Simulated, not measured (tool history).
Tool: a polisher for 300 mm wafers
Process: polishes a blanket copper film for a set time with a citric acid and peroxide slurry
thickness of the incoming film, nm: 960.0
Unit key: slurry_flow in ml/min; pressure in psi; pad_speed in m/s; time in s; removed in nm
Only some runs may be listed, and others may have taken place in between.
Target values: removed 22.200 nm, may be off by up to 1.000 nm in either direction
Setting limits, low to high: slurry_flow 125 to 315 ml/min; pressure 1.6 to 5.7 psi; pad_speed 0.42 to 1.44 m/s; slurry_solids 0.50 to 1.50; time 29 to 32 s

run    day  slurry_flow  pressure  pad_speed  slurry_solids  time  removed
  1  0.000          205       3.6       0.92           1.00    32   62.667
  2  0.217          205       3.1       0.80           1.00    32   47.790
  3  0.250          205       2.7       0.72           1.00    32   37.935
  4  0.383          205       2.4       0.68           1.00    32   32.373
  5  0.688          205       3.2       0.68           1.00    32   41.388
  6  0.875          205       2.6       0.68           1.00    32   35.130
  7  1.158          205       2.3       0.64           1.00    32   29.395
  8  1.462          205       1.6       0.60           1.00    32   20.476
  9  1.733          205       1.7       0.60           1.00    32   21.176

Next run, 4 choices. One meets every target within its allowed miss, the rest don't. Which?
  A  2.004          205       1.7       0.72           1.00    31        ?
  B  2.004          185       2.4       0.46           1.10    29        ?
  C  2.004          210       1.6       0.66           1.05    29        ?
  D  2.004          215       1.6       0.68           1.10    31        ?

move  removed
   A   24.219
   B   20.452
   C   20.144
   D   22.482
A: the result that was furthest off in the last run now lies on the other side of its target
B: the biggest miss grows against the last run
C: the biggest miss grows against the last run
D: hits every target within its allowed miss
D meets every target.
